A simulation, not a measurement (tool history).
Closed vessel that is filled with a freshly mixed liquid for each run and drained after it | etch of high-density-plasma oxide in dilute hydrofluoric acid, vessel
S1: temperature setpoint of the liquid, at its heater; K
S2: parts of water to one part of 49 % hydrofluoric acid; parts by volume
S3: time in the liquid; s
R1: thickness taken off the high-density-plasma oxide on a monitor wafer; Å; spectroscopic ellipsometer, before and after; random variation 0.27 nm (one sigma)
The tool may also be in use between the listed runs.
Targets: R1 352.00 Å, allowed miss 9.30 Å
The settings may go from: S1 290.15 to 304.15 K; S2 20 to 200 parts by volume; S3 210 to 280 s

run 1 hour=0.0 | S1=296.15 S2=110 S3=280 | R1=215.98
run 2 hour=8.7 | S1=297.15 S2=105 S3=280 | R1=235.05
run 3 hour=9.8 | S1=295.65 S2=105 S3=280 | R1=220.12
run 4 hour=11.4 | S1=296.65 S2=105 S3=280 | R1=231.37
run 5 hour=20.4 | S1=297.65 S2=105 S3=280 | R1=241.91
run 6 hour=24.9 | S1=297.65 S2=140 S3=280 | R1=174.34
run 7 hour=26.2 | S1=298.65 S2=135 S3=280 | R1=186.95
run 8 hour=35.4 | S1=299.15 S2=130 S3=280 | R1=199.62
run 9 hour=43.0 | S1=303.15 S2=85 S3=280 | R1=379.19
run 10 hour=50.2 | S1=302.15 S2=85 S3=280 | R1=369.81

4 next moves are on the table. One of them brings every result within its allowed miss. Which?
run A hour=57.4 | S1=304.15 S2=100 S3=280 | R1=?
run B hour=57.4 | S1=302.65 S2=85 S3=265 | R1=?
run C hour=57.4 | S1=302.15 S2=90 S3=275 | R1=?
run D hour=57.4 | S1=297.15 S2=70 S3=280 | R1=?

move=A R1=323.54
move=B R1=347.89
move=C R1=332.15
move=D R1=366.91
A: takes the result that was furthest off past its target
B: meets every target
C: takes the result that was furthest off past its target
D: nearer than the last run, and not there yet
Move B is the one to make.
